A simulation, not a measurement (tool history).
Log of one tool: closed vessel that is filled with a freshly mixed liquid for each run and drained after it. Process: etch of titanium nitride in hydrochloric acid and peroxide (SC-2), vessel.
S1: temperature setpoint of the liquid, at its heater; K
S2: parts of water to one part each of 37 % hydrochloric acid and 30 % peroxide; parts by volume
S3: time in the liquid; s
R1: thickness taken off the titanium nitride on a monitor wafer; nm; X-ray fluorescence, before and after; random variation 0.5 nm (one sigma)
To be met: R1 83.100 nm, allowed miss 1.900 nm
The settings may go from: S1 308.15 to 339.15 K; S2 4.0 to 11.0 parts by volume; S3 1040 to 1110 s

run    day      S1   S2    S3      R1
  1  0.000  323.15  6.0  1040  27.907
  2  0.158  325.65  6.0  1040  33.175
  3  0.238  318.65  6.0  1040  20.574
  4  0.512  321.65  6.0  1040  25.375
  5  0.583  324.15  6.0  1040  30.032
  6  0.821  328.15  6.0  1040  38.779
  7  1.167  329.65  6.0  1040  42.535
  8  1.225  337.65  5.5  1040  75.892
  9  1.575  338.65  5.5  1040  79.319
 10  1.646  338.65  5.5  1040  79.751

4 next moves are on the table. One of them brings every result within its allowed miss. Which?
  A  1.717  338.65  5.5  1090   ?
  B  1.717  336.15  5.0  1105   ?
  C  1.717  338.15  5.5  1060   ?
  D  1.717  334.65  4.5  1110   ?

move      R1
   A  84.004
   B  78.306
   C  79.246
   D  77.200
A: meets every target
B: further off than the last run
C: further off than the last run
D: further off than the last run
Move A is the one to make.

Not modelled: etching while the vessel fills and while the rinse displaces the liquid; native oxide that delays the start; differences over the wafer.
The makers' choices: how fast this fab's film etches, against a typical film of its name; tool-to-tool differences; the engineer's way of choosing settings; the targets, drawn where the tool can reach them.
